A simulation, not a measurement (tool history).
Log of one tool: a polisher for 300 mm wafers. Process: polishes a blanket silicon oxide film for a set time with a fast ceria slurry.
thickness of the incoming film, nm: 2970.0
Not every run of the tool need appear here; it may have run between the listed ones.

run    day  flow of slurry (ml/min)  pressure of the wafer on the pad (psi)  speed of the pad under the wafer (m/s)  polishing time (s)  film removed (nm)
  1      0                      150                                     1.9                                    0.96                  50             473.09
  2   0.35                      120                                     1.9                                    0.96                  50             458.64
  3  0.446                      120                                     1.9                                    0.96                  50             461.28
  4   0.55                      120                                     1.8                                    0.96                  50             445.86
  5  0.796                      120                                     1.7                                    0.96                  50             436.43
  6    1.1                      120                                     1.7                                     1.1                  50             489.46
  7  1.379                      120                                     1.6                                    1.06                  50              461.7
  8  1.729                      120                                     1.5                                    1.02                  50             430.24
  9  2.017                      120                                     1.4                                    0.98                  50             390.75

Forecast run 10:
 10  2.221                      120                                     1.3                                    0.96                  50                  ?

{"run 10": {"film removed (nm)": 376.36}}
